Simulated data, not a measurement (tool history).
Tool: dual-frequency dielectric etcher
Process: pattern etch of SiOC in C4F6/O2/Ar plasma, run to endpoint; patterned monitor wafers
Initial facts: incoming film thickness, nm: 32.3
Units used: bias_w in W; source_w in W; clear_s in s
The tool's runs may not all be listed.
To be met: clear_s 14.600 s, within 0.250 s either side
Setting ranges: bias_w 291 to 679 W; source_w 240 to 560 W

run 1 hour=0.0 | bias_w=485 source_w=400 | clear_s=11.029
run 2 hour=8.1 | bias_w=451 source_w=370 | clear_s=11.878
run 3 hour=11.7 | bias_w=424 source_w=360 | clear_s=12.499
run 4 hour=18.7 | bias_w=424 source_w=330 | clear_s=12.845
run 5 hour=19.6 | bias_w=493 source_w=330 | clear_s=11.827
run 6 hour=25.8 | bias_w=563 source_w=330 | clear_s=11.041
run 7 hour=29.2 | bias_w=519 source_w=330 | clear_s=11.492
run 8 hour=34.5 | bias_w=483 source_w=330 | clear_s=12.035
run 9 hour=41.0 | bias_w=454 source_w=330 | clear_s=12.471
run 10 hour=42.9 | bias_w=431 source_w=330 | clear_s=12.764
run 11 hour=45.7 | bias_w=411 source_w=330 | clear_s=13.200
run 12 hour=50.7 | bias_w=314 source_w=320 | clear_s=15.735
run 13 hour=59.1 | bias_w=322 source_w=320 | clear_s=15.505
run 14 hour=62.9 | bias_w=329 source_w=320 | clear_s=15.150

Next run, 4 choices. One meets every target within its allowed miss, the rest don't. Which?
run A hour=66.7 | bias_w=331 source_w=300 | clear_s=?
run B hour=66.7 | bias_w=355 source_w=320 | clear_s=?
run C hour=66.7 | bias_w=336 source_w=320 | clear_s=?
run D hour=66.7 | bias_w=323 source_w=280 | clear_s=?

move=A clear_s=15.649
move=B clear_s=14.509
move=C clear_s=15.029
move=D clear_s=16.445
A: further off than the last run
B: every result lands within tolerance
C: closes in on the targets versus the last run, not all within tolerance yet
D: further off than the last run
Answer: B
